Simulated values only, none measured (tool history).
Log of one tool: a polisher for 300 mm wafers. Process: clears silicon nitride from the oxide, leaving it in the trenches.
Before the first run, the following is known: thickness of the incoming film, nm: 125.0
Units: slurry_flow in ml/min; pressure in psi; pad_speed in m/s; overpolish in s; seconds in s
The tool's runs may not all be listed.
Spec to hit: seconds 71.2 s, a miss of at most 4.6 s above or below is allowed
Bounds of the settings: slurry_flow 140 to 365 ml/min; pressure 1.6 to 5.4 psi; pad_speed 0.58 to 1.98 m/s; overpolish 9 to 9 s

run,hour,slurry_flow,pressure,pad_speed,overpolish,seconds
1,0,235,3.5,1.28,9,92.886
2,2.8,235,3.5,1.28,9,94.403
3,7.4,235,3.5,1.42,9,83.439
4,11.8,235,3.5,1.42,9,84.686
5,14.7,255,3.5,1.42,9,82.62
6,22.3,255,3.5,1.42,9,84.309
7,30.9,255,3.6,1.42,9,79.949
8,38.1,255,3.7,1.42,9,79.036
9,41.5,255,3.8,1.42,9,75.981

4 next moves are on the table. One of them brings every result within its allowed miss. Which?
A,44.9,300,3.6,1.56,9,?
B,44.9,255,4.1,1.58,9,?
C,44.9,270,3.3,1.48,9,?
D,44.9,275,4.4,1.54,9,?

move,seconds
A,74.276
B,65.588
C,85.854
D,62.337
A: every result lands within tolerance
B: carries the result that was furthest off beyond its target, to the other side
C: misses by more than the last run did
D: carries the result that was furthest off beyond its target, to the other side
Go with A: it meets all targets.

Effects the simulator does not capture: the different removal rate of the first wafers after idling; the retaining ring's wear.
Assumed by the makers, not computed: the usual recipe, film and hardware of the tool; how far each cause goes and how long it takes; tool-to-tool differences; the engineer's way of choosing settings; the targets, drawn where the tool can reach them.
